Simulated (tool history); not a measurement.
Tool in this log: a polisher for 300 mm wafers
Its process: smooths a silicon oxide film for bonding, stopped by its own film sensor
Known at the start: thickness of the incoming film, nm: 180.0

run,hour,flow of slurry (ml/min),pressure of the wafer on the pad (kPa),speed of the pad under the wafer (cm/s),abrasive content of the slurry,target thickness at which the film sensor stops the polish (Å),time until the film sensor stopped the polish (s)
1,0.0,215,9.0,76,1.0,1440,109.86
2,6.8,215,7.6,76,1.0,1440,127.94
3,10.4,215,7.6,70,1.0,1440,135.39
4,15.6,215,7.6,76,1.0,1440,127.95
5,22.2,215,6.9,76,1.0,1440,137.82
6,23.7,215,8.3,76,1.0,1440,118.47

Predict the results of run 7:
7,29.2,215,7.6,76,1.0,1440,?

time until the film sensor stopped the polish (s): 124.83

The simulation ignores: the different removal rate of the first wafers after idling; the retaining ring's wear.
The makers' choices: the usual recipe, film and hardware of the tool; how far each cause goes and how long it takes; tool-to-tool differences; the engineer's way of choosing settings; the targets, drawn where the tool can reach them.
